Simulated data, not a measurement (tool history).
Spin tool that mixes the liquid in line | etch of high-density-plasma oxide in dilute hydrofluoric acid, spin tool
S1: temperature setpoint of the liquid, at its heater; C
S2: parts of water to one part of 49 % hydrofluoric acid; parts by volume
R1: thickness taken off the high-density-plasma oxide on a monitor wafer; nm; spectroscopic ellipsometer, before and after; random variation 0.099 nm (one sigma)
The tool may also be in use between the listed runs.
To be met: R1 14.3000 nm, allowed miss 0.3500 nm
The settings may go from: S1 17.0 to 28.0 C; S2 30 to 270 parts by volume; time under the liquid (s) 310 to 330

run 1 hour=0.0 | S1=20.0 S2=150 time_under_the_liquid_(s)=310 | R1=8.3324
run 2 hour=5.5 | S1=20.0 S2=200 time_under_the_liquid_(s)=310 | R1=5.8918
run 3 hour=12.1 | S1=20.0 S2=175 time_under_the_liquid_(s)=310 | R1=6.9420
run 4 hour=20.9 | S1=17.5 S2=175 time_under_the_liquid_(s)=310 | R1=6.3463
run 5 hour=23.2 | S1=17.5 S2=205 time_under_the_liquid_(s)=310 | R1=5.2187
run 6 hour=28.6 | S1=17.5 S2=205 time_under_the_liquid_(s)=330 | R1=5.6488
run 7 hour=35.7 | S1=19.0 S2=195 time_under_the_liquid_(s)=330 | R1=6.2694
run 8 hour=40.0 | S1=20.5 S2=180 time_under_the_liquid_(s)=330 | R1=7.2729

Which of these 4 next moves meets every target?
run A hour=44.3 | S1=25.5 S2=120 time_under_the_liquid_(s)=330 | R1=?
run B hour=44.3 | S1=19.5 S2=90 time_under_the_liquid_(s)=325 | R1=?
run C hour=44.3 | S1=21.5 S2=110 time_under_the_liquid_(s)=330 | R1=?
run D hour=44.3 | S1=22.5 S2=115 time_under_the_liquid_(s)=330 | R1=?

move=A R1=14.3860
move=B R1=15.3920
move=C R1=13.5670
move=D R1=13.4290
A: meets every target
B: takes the result that was furthest off past its target
C: nearer than the last run, and not there yet
D: nearer than the last run, and not there yet
Answer: A
